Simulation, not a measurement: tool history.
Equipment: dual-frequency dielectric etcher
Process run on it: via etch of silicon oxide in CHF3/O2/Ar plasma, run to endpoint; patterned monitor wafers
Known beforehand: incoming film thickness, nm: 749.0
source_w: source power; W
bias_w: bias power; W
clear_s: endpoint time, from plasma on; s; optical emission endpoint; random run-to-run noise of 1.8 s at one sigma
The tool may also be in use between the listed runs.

run,hour,source_w,bias_w,clear_s
1,0.0,570,125,468.63
2,6.1,620,128,461.91
3,10.5,530,128,476.36
4,17.6,530,115,492.93
5,19.6,530,104,508.30
6,22.2,600,116,478.96
7,30.0,640,126,455.49
8,38.2,640,126,454.41
9,44.5,750,134,429.90

Run 10, settings as shown, results not yet in. Your forecast:
10,46.3,750,134,?

clear_s: 429.95 s
